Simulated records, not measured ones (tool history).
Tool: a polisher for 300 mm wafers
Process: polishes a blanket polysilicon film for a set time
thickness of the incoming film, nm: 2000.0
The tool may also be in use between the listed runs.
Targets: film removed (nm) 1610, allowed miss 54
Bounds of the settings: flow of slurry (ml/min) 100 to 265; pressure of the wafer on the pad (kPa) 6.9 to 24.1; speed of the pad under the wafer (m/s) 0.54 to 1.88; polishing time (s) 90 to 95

| run | hour | flow of slurry (ml/min) | pressure of the wafer on the pad (kPa) | speed of the pad under the wafer (m/s) | polishing time (s) | film removed (nm) |
|---|---|---|---|---|---|---|
| 1 | 0 | 170 | 15.2 | 1.2 | 90 | 849.43 |
| 2 | 8.8 | 170 | 15.2 | 1.2 | 90 | 851.76 |
| 3 | 16.5 | 145 | 15.2 | 1.2 | 90 | 821.89 |
| 4 | 21.6 | 145 | 13.1 | 1.2 | 90 | 708.31 |
| 5 | 28.4 | 145 | 13.1 | 1.2 | 95 | 758.23 |
| 6 | 34.8 | 145 | 13.1 | 1.32 | 95 | 809.48 |
| 7 | 42 | 155 | 14.5 | 1.32 | 95 | 894.27 |
| 8 | 49.1 | 155 | 14.5 | 1.32 | 95 | 900.4 |
| 9 | 51.9 | 160 | 15.2 | 1.32 | 95 | 954.65 |
| 10 | 53.7 | 195 | 19.3 | 1.34 | 95 | 1267 |
| 11 | 59.1 | 195 | 20 | 1.34 | 95 | 1295.6 |

4 next moves are on the table. One of them brings every result within its allowed miss. Which?
| A | 64.5 | 230 | 24.1 | 1.32 | 95 | ? |
| B | 64.5 | 200 | 20 | 1.52 | 95 | ? |
| C | 64.5 | 260 | 16.5 | 1.46 | 90 | ? |
| D | 64.5 | 205 | 16.5 | 1.28 | 90 | ? |

| move | film removed (nm) |
|---|---|
| A | 1565 |
| B | 1450.3 |
| C | 1137.8 |
| D | 983.3 |
A: meets every target
B: nearer than the last run, and not there yet
C: further off than the last run
D: further off than the last run
The right move is A.
